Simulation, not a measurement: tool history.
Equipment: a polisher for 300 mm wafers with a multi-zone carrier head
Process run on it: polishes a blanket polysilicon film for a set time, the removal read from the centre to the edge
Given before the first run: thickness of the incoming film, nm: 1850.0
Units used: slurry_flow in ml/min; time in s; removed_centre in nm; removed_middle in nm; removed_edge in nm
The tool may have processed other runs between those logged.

{"run": 1, "hour": 0.0, "slurry_flow": 305, "centre_zone": 1.0, "middle_zone": 1.0, "edge_zone": 1.0, "time": 58, "removed_centre": 534.41, "removed_middle": 514.87, "removed_edge": 526.61}
{"run": 2, "hour": 1.5, "slurry_flow": 300, "centre_zone": 1.0, "middle_zone": 0.96, "edge_zone": 0.96, "time": 51, "removed_centre": 470.4, "removed_middle": 444.35, "removed_edge": 452.38}
{"run": 3, "hour": 8.4, "slurry_flow": 300, "centre_zone": 1.0, "middle_zone": 0.96, "edge_zone": 0.89, "time": 51, "removed_centre": 470.38, "removed_middle": 436.55, "removed_edge": 437.68}
{"run": 4, "hour": 16.1, "slurry_flow": 300, "centre_zone": 1.05, "middle_zone": 0.96, "edge_zone": 0.89, "time": 51, "removed_centre": 489.37, "removed_middle": 445.09, "removed_edge": 439.71}
{"run": 5, "hour": 23.1, "slurry_flow": 300, "centre_zone": 1.09, "middle_zone": 0.96, "edge_zone": 0.89, "time": 51, "removed_centre": 506.56, "removed_middle": 437.58, "removed_edge": 434.93}
{"run": 6, "hour": 25.2, "slurry_flow": 265, "centre_zone": 1.09, "middle_zone": 0.96, "edge_zone": 0.89, "time": 51, "removed_centre": 497.04, "removed_middle": 434.97, "removed_edge": 436.19}
{"run": 7, "hour": 33.0, "slurry_flow": 270, "centre_zone": 1.07, "middle_zone": 0.93, "edge_zone": 0.89, "time": 46, "removed_centre": 440.16, "removed_middle": 376.74, "removed_edge": 393.93}
{"run": 8, "hour": 38.0, "slurry_flow": 290, "centre_zone": 0.99, "middle_zone": 0.87, "edge_zone": 0.82, "time": 34, "removed_centre": 308.84, "removed_middle": 266.29, "removed_edge": 280.7}
{"run": 9, "hour": 45.9, "slurry_flow": 300, "centre_zone": 1.06, "middle_zone": 0.92, "edge_zone": 0.92, "time": 33, "removed_centre": 317.49, "removed_middle": 270.99, "removed_edge": 290.81}

Predict the results of run 10:
{"run": 10, "hour": 47.3, "slurry_flow": 295, "centre_zone": 1.08, "middle_zone": 0.93, "edge_zone": 0.95, "time": 33, "removed_centre": "?", "removed_middle": "?", "removed_edge": "?"}

{"run 10": {"removed_centre": 326.92, "removed_middle": 275.96, "removed_edge": 290.65}}
